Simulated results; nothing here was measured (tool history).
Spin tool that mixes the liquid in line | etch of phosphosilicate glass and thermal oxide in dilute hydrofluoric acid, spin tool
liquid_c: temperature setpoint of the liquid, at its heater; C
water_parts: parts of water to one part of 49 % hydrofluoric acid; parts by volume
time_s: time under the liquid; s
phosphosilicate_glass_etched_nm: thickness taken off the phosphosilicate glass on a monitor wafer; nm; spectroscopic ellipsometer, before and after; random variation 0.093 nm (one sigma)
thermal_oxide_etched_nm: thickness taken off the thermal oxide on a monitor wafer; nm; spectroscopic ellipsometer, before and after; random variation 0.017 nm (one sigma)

run,day,liquid_c,water_parts,time_s,phosphosilicate_glass_etched_nm,thermal_oxide_etched_nm
1,0,22,245,30,17.952,0.46482
2,0.225,19.5,245,30,16.432,0.39701
3,0.367,19.5,280,30,14,0.35212
4,0.638,19.5,220,30,18.992,0.46136
5,0.729,19.5,230,30,17.516,0.49721
6,1.062,19.5,230,45,26.7,0.66865
7,1.158,19.5,230,45,26.414,0.69489

Run 8 comes next. What will it give?
8,1.5,19.5,250,45,?,?

{"run 8": {"phosphosilicate_glass_etched_nm": 23.912, "thermal_oxide_etched_nm": 0.57922}}

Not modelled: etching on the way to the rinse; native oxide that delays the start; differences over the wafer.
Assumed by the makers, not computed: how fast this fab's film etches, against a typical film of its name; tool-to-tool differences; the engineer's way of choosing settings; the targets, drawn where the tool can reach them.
